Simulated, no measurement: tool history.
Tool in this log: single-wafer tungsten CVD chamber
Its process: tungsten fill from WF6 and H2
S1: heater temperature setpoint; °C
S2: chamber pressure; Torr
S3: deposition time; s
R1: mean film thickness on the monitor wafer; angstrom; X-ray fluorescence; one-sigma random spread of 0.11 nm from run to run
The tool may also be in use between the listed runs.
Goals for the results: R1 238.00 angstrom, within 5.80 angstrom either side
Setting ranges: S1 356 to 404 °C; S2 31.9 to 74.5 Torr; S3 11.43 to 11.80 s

run	hour	S1	S2	S3	R1
1	0.0	380	53.2	11.43	324.19
2	0.6	377	53.0	11.43	308.54
3	4.8	377	53.0	11.43	305.65
4	10.7	373	53.0	11.43	285.50
5	15.4	373	44.2	11.43	256.79
6	16.6	364	44.2	11.43	220.41
7	22.3	365	44.3	11.43	223.95
8	31.3	366	44.3	11.43	228.56

Which one of the following 4 next-run settings gets every result inside its allowed miss? There is exactly one.
A	40.3	374	37.5	11.80	?
B	40.3	372	39.1	11.43	?
C	40.3	365	41.3	11.80	?
D	40.3	367	42.7	11.43	?

move	R1
A	251.88
B	240.50
C	224.35
D	229.62
A: pushes the last run's worst result past its target
B: meets every target
C: moves away from the targets compared with the last run
D: closes in on the targets versus the last run, not all within tolerance yet
Answer: B
